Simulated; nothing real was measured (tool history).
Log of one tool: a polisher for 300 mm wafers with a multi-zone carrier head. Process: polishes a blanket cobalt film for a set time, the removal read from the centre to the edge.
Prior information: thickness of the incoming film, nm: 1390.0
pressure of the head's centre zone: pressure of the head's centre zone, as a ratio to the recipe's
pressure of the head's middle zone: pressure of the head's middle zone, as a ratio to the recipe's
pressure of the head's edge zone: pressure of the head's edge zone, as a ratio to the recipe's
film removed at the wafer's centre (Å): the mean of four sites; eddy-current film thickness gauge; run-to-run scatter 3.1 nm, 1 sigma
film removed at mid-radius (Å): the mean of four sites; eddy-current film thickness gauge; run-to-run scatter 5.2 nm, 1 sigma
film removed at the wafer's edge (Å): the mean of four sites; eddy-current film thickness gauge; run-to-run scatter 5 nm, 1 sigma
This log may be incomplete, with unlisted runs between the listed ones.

run	hour	flow of slurry (ml/min)	pressure of the head's centre zone	pressure of the head's middle zone	pressure of the head's edge zone	polishing time (s)	film removed at the wafer's centre (Å)	film removed at mid-radius (Å)	film removed at the wafer's edge (Å)
1	0	200	1	1	1	82	5567.5	5623.1	5288.6
2	2	185	0.98	1	1.01	82	5350	5598.4	5284.8
3	2.8	185	0.98	1	1.07	82	5369.5	5477.7	5402.1
4	8.3	175	0.97	1	1.07	82	5263.1	5422.9	5393.6
5	16	175	0.97	1	1.03	82	5230.9	5546.6	5283.5
6	16.6	165	0.96	1	1.04	82	5166.7	5292.1	5192.7
7	25.6	165	0.95	1.01	1.05	82	5055.8	5471.2	5186.4

For run 8, what comes out?
8	32.2	160	0.94	1.01	1.06	82	?	?	?

Logged for run 8: film removed at the wafer's centre (Å) 4999.7, film removed at mid-radius (Å) 5434.4, film removed at the wafer's edge (Å) 5259.9.
